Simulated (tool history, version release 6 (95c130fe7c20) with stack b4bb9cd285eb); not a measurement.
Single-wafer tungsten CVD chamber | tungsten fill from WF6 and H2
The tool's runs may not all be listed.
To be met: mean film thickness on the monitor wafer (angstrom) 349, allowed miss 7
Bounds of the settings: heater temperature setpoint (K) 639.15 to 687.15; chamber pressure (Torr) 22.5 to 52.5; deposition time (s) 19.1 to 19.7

run	day	heater temperature setpoint (K)	chamber pressure (Torr)	deposition time (s)	mean film thickness on the monitor wafer (angstrom)
1	0	663.15	37.5	19.1	510.07
2	0.058	658.15	37.3	19.1	457.09
3	0.158	665.15	37.3	19.1	528.91
4	0.225	665.15	31.1	19.1	468.91
5	0.479	665.15	27.5	19.1	434.3
6	0.788	665.15	23.9	19.1	394.39
7	1.012	664.15	23.9	19.1	386.96
8	1.338	663.15	23.9	19.1	379.23
9	1.708	662.15	23.9	19.1	368.14
10	2.067	661.15	23.9	19.1	358.69

4 next moves are on the table. One of them brings every result within its allowed miss. Which?
A	2.425	659.15	24.4	19.1	?
B	2.425	657.15	23.7	19.5	?
C	2.425	654.15	24.8	19.7	?
D	2.425	659.15	22.5	19.1	?

move	mean film thickness on the monitor wafer (angstrom)
A	349.55
B	334
C	325.49
D	329.36
A: meets every target
B: takes the result that was furthest off past its target
C: takes the result that was furthest off past its target
D: takes the result that was furthest off past its target
The right move is A.

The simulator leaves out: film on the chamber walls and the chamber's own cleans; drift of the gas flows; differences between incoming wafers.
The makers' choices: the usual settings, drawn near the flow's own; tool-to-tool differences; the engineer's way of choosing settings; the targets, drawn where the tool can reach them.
